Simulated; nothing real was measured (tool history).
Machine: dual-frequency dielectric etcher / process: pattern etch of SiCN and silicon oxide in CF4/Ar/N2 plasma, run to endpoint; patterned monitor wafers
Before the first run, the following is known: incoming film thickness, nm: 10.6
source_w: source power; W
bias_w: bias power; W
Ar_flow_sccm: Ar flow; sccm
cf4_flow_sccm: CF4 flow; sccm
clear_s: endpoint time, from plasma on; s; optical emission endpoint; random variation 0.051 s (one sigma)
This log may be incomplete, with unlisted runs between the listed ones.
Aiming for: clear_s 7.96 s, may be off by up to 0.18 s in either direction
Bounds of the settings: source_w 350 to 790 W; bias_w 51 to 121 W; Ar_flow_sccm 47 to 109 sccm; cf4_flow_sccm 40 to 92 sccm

run,hour,source_w,bias_w,Ar_flow_sccm,cf4_flow_sccm,clear_s
1,0,570,86,78,66,9.1707
2,1,580,86,78,66,9.032
3,6.5,590,86,78,66,9.0095
4,12.6,590,86,87,66,9.1628
5,17.9,590,86,87,60,9.1794
6,26.4,530,86,87,60,9.7439
7,33.1,560,87,87,60,9.5577
8,33.7,580,88,87,60,9.2506
9,41.1,690,90,87,60,8.5048

Below are 5 possible settings for the next run. Only one of them brings all results inside the allowed miss of their targets. Which is it?
A,48.5,740,91,61,58,?
B,48.5,650,77,89,56,?
C,48.5,790,83,108,74,?
D,48.5,700,90,92,56,?
E,48.5,620,107,86,70,?

move,clear_s
A,7.5685
B,9.0477
C,7.9217
D,8.3454
E,8.2002
A: the result that was furthest off in the last run now lies on the other side of its target
B: its largest miss is bigger than the last run's
C: every result within its allowed miss
D: closes in on the targets versus the last run, not all within tolerance yet
E: closes in on the targets versus the last run, not all within tolerance yet
C is the move that brings every result within its allowed miss.
